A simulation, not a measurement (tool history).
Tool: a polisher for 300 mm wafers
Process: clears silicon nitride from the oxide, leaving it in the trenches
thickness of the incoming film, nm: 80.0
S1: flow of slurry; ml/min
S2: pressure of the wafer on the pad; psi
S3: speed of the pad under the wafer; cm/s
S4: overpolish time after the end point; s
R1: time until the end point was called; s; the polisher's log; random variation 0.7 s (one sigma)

run,hour,S1,S2,S3,S4,R1
1,0.0,305,2.4,124,25,78.542
2,5.1,305,2.4,124,25,77.040
3,14.0,305,2.4,140,25,66.427
4,20.1,305,2.6,142,25,64.416
5,22.9,305,2.8,150,25,56.072
6,31.2,305,3.0,154,25,51.360
7,38.9,305,3.1,156,25,46.595
8,44.4,305,3.2,156,25,46.536
9,48.2,305,3.3,158,25,45.375

Run 10 comes next. What will it give?
10,56.5,305,3.4,160,25,?

Run 10 gave R1 42.222 s.

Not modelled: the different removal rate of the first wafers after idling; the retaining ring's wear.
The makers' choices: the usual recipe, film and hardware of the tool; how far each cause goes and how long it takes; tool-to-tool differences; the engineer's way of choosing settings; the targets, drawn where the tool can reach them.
